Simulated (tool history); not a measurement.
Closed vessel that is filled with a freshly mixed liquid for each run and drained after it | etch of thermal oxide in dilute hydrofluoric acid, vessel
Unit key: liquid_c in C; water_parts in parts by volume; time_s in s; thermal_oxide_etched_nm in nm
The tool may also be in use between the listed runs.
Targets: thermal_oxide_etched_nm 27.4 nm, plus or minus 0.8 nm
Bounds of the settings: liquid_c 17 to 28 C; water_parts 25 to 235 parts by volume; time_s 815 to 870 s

run,hour,liquid_c,water_parts,time_s,thermal_oxide_etched_nm
1,0,20,130,815,22.902
2,9.3,18,130,815,21.345
3,17,18,110,815,25.62
4,25.8,18,130,815,21.331
5,27.2,19.5,130,815,22.537
6,28.5,19.5,150,815,19.327
7,33.7,21,150,815,20.231
8,41.3,22.5,150,815,21.594
9,45.6,23.5,150,815,22.32
10,50.3,23.5,150,815,22.607
11,59.2,24.5,150,815,23.256
12,68.2,25,150,815,23.627
13,73.3,25.5,150,815,24.24
14,78.5,26,150,815,24.688
15,87.1,26.5,150,815,25.106
16,95.9,27,150,815,25.844
17,99.7,27.5,150,815,26.036
18,105.2,27.5,150,815,26.221
19,108.5,28,150,815,26.521

Exercise: of the 4 proposed moves below, exactly one satisfies all targets within the stated allowed misses. Which move is it?
A,111.8,27.5,160,860,?
B,111.8,26,150,850,?
C,111.8,28,145,815,?
D,111.8,28,145,870,?

move,thermal_oxide_etched_nm
A,25.7
B,25.943
C,27.888
D,29.77
A: its largest miss is bigger than the last run's
B: its largest miss is bigger than the last run's
C: all results land within tolerance of their targets
D: the result that was furthest off in the last run now lies on the other side of its target
Go with C: it meets all targets.
